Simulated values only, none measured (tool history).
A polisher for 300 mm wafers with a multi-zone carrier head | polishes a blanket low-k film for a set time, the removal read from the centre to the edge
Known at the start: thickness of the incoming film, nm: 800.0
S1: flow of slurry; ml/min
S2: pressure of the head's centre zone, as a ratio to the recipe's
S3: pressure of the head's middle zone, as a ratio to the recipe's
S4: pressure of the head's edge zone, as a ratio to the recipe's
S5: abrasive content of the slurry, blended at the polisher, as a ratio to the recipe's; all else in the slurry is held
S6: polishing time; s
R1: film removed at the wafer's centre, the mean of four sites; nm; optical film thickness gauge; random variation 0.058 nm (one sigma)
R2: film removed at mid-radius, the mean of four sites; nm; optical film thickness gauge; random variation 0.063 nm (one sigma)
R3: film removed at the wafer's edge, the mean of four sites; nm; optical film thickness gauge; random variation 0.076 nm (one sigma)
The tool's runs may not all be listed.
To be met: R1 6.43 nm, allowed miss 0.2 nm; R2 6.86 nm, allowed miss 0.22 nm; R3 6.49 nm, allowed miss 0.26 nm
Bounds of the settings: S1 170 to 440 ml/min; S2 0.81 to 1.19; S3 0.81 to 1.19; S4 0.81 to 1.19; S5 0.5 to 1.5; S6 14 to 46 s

{"run": 1, "day": 0.0, "S1": 280, "S2": 1, "S3": 1, "S4": 1, "S5": 1, "S6": 30, "R1": 9.6638, "R2": 10.15, "R3": 10.039}
{"run": 2, "day": 0.042, "S1": 280, "S2": 0.99, "S3": 0.99, "S4": 0.97, "S5": 0.9, "S6": 29, "R1": 8.8577, "R2": 9.2157, "R3": 8.9418}
{"run": 3, "day": 0.421, "S1": 275, "S2": 0.96, "S3": 0.97, "S4": 0.94, "S5": 0.8, "S6": 29, "R1": 8.2287, "R2": 8.3591, "R3": 8.3698}
{"run": 4, "day": 0.45, "S1": 275, "S2": 0.96, "S3": 1.04, "S4": 0.94, "S5": 0.8, "S6": 29, "R1": 8.2006, "R2": 8.836, "R3": 8.4623}
{"run": 5, "day": 0.538, "S1": 275, "S2": 0.96, "S3": 1.04, "S4": 1.01, "S5": 0.8, "S6": 29, "R1": 8.086, "R2": 9.0181, "R3": 8.8947}
{"run": 6, "day": 0.817, "S1": 275, "S2": 0.96, "S3": 1.09, "S4": 1.01, "S5": 0.8, "S6": 29, "R1": 8.0247, "R2": 9.2652, "R3": 8.7401}
{"run": 7, "day": 1.058, "S1": 275, "S2": 0.95, "S3": 1.08, "S4": 0.97, "S5": 0.75, "S6": 29, "R1": 7.7833, "R2": 8.8327, "R3": 7.9653}
{"run": 8, "day": 1.142, "S1": 270, "S2": 0.93, "S3": 1.05, "S4": 0.94, "S5": 0.7, "S6": 29, "R1": 7.1487, "R2": 8.2529, "R3": 7.6685}

Which of these 5 next moves meets every target?
{"run": "A", "day": 1.225, "S1": 320, "S2": 0.98, "S3": 0.91, "S4": 0.95, "S5": 0.75, "S6": 23, "R1": "?", "R2": "?", "R3": "?"}
{"run": "B", "day": 1.225, "S1": 400, "S2": 0.99, "S3": 0.98, "S4": 0.84, "S5": 0.65, "S6": 24, "R1": "?", "R2": "?", "R3": "?"}
{"run": "C", "day": 1.225, "S1": 305, "S2": 0.94, "S3": 0.97, "S4": 0.87, "S5": 0.6, "S6": 28, "R1": "?", "R2": "?", "R3": "?"}
{"run": "D", "day": 1.225, "S1": 300, "S2": 0.92, "S3": 1.09, "S4": 0.86, "S5": 0.65, "S6": 37, "R1": "?", "R2": "?", "R3": "?"}
{"run": "E", "day": 1.225, "S1": 205, "S2": 1.14, "S3": 1.02, "S4": 0.85, "S5": 0.6, "S6": 26, "R1": "?", "R2": "?", "R3": "?"}

move=A R1=6.3494 R2=6.1955 R3=6.5273
move=B R1=6.2686 R2=6.4263 R3=5.9828
move=C R1=6.414 R2=6.8877 R3=6.6061
move=D R1=8.7293 R2=10.57 R3=9.123
move=E R1=6.8242 R2=6.3243 R3=5.8302
A: takes the result that was furthest off past its target
B: takes the result that was furthest off past its target
C: meets every target
D: further off than the last run
E: takes the result that was furthest off past its target
Move C is the one to make.

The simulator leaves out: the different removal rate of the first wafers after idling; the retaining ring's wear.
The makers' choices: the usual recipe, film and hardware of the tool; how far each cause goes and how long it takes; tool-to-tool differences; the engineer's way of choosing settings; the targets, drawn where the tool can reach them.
